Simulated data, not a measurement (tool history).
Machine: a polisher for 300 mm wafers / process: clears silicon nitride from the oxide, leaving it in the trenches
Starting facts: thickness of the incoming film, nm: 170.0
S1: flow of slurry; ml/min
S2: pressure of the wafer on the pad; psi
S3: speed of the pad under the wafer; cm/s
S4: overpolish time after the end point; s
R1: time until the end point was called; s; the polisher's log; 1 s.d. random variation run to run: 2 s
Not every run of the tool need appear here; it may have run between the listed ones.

run	hour	S1	S2	S3	S4	R1
1	0.0	125	3.5	124	4	137.94
2	6.1	155	3.5	124	4	130.98
3	13.0	155	3.5	144	4	113.18
4	15.3	150	3.3	144	4	121.34
5	17.1	130	3.3	144	4	125.60
6	20.4	110	3.3	144	4	130.70
7	25.6	110	3.1	144	4	139.76
8	32.0	110	3.0	144	4	144.05
9	37.2	110	2.9	144	4	149.87
10	43.8	110	2.8	144	4	153.70
11	48.9	110	2.7	144	4	162.34

What will run 12 give?
12	53.4	95	2.1	144	4	?

R1: 215.41 s

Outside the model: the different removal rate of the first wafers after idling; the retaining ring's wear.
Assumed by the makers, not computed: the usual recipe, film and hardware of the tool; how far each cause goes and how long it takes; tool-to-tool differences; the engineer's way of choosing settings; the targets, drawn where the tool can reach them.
